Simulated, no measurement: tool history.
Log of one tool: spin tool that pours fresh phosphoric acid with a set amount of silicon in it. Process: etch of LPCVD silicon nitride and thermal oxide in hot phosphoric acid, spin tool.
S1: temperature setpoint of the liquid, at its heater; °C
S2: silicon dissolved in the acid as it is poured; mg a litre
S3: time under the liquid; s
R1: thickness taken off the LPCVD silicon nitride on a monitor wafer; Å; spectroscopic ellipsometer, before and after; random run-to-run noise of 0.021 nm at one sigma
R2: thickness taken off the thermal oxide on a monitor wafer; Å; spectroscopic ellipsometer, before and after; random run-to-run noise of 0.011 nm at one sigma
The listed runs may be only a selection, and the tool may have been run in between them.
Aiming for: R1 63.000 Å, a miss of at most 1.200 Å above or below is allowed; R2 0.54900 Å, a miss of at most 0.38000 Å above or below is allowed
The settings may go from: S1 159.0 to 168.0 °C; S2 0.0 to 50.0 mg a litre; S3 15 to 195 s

| run | hour | S1 | S2 | S3 | R1 | R2 |
|---|---|---|---|---|---|---|
| 1 | 0.0 | 164.0 | 27.0 | 100 | 94.103 | 2.45020 |
| 2 | 5.0 | 162.5 | 34.0 | 90 | 80.666 | 0.90819 |
| 3 | 10.4 | 161.5 | 31.5 | 85 | 73.658 | 0.81432 |
| 4 | 15.5 | 161.0 | 30.5 | 85 | 72.538 | 0.88413 |
| 5 | 23.7 | 160.5 | 31.0 | 85 | 70.854 | 1.24660 |
| 6 | 30.4 | 160.5 | 31.0 | 65 | 54.787 | 0.76249 |
| 7 | 34.6 | 161.5 | 33.5 | 65 | 56.290 | 0.46603 |
| 8 | 38.4 | 162.5 | 33.0 | 65 | 58.374 | 1.03710 |
| 9 | 43.8 | 163.0 | 37.5 | 65 | 59.046 | 0.60467 |
| 10 | 47.0 | 163.5 | 39.0 | 65 | 60.336 | 0.53561 |
| 11 | 51.3 | 164.0 | 39.5 | 65 | 61.217 | 0.74628 |
|  | 57.9 | dissolved silicon flow meter replaced |
| 12 | 57.9 | 164.0 | 41.5 | 65 | 61.529 | 0.49005 |

Which one of the following 4 next-run settings gets every result inside its allowed miss? There is exactly one.
| A | 64.5 | 162.5 | 42.0 | 70 | ? | ? |
| B | 64.5 | 164.0 | 48.5 | 70 | ? | ? |
| C | 64.5 | 166.5 | 12.5 | 60 | ? | ? |
| D | 64.5 | 165.0 | 18.5 | 65 | ? | ? |

| move | R1 | R2 |
|---|---|---|
| A | 62.529 | 0.53246 |
| B | 65.711 | 0.47754 |
| C | 61.135 | 1.99470 |
| D | 63.058 | 1.66540 |
A: in spec on every target
B: takes the biggest miss from the last run beyond its target
C: lands further from the targets than the last run did
D: the worst result of the last run now meets its target, but another is out of spec
Correct choice: A, which meets every target
